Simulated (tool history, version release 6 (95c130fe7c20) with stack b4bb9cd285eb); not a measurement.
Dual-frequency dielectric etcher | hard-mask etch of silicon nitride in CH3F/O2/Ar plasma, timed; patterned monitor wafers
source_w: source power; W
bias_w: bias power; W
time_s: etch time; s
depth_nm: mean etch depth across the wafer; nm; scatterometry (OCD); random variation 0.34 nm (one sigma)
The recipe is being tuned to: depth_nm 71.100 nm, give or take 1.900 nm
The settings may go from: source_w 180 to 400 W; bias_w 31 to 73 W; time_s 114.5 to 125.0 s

Run 1, day 0.000: source_w 290 W, bias_w 52 W, time_s 125.0 s. Result: depth_nm 63.654 nm.
Run 2, day 0.188: source_w 290 W, bias_w 45 W, time_s 125.0 s. Result: depth_nm 61.109 nm.
Run 3, day 0.271: source_w 300 W, bias_w 46 W, time_s 125.0 s. Result: depth_nm 62.310 nm.
Run 4, day 0.429: source_w 310 W, bias_w 47 W, time_s 125.0 s. Result: depth_nm 63.081 nm.
Run 5, day 0.525: source_w 320 W, bias_w 48 W, time_s 125.0 s. Result: depth_nm 64.368 nm.
Run 6, day 0.608: source_w 300 W, bias_w 48 W, time_s 125.0 s. Result: depth_nm 62.842 nm.
Run 7, day 0.729: source_w 310 W, bias_w 49 W, time_s 125.0 s. Result: depth_nm 64.269 nm.
Run 8, day 0.929: source_w 310 W, bias_w 49 W, time_s 125.0 s. Result: depth_nm 63.521 nm.
Run 9, day 1.208: source_w 320 W, bias_w 51 W, time_s 125.0 s. Result: depth_nm 65.665 nm.
Run 10, day 1.362: source_w 330 W, bias_w 52 W, time_s 125.0 s. Result: depth_nm 66.734 nm.
Run 11, day 1.662: source_w 340 W, bias_w 52 W, time_s 125.0 s. Result: depth_nm 67.207 nm.
Run 12, day 1.708: source_w 350 W, bias_w 53 W, time_s 125.0 s. Result: depth_nm 68.109 nm.

Below are 4 possible settings for the next run. Only one of them brings all results inside the allowed miss of their targets. Which is it?
Run A, day 1.754: source_w 370 W, bias_w 47 W, time_s 125.0 s. Result: depth_nm ?.
Run B, day 1.754: source_w 360 W, bias_w 53 W, time_s 121.0 s. Result: depth_nm ?.
Run C, day 1.754: source_w 400 W, bias_w 51 W, time_s 125.0 s. Result: depth_nm ?.
Run D, day 1.754: source_w 360 W, bias_w 49 W, time_s 117.5 s. Result: depth_nm ?.

move  depth_nm
   A    67.846
   B    66.924
   C    71.373
   D    63.730
A: its largest miss is bigger than the last run's
B: its largest miss is bigger than the last run's
C: in spec on every target
D: its largest miss is bigger than the last run's
C is the move that brings every result within its allowed miss.
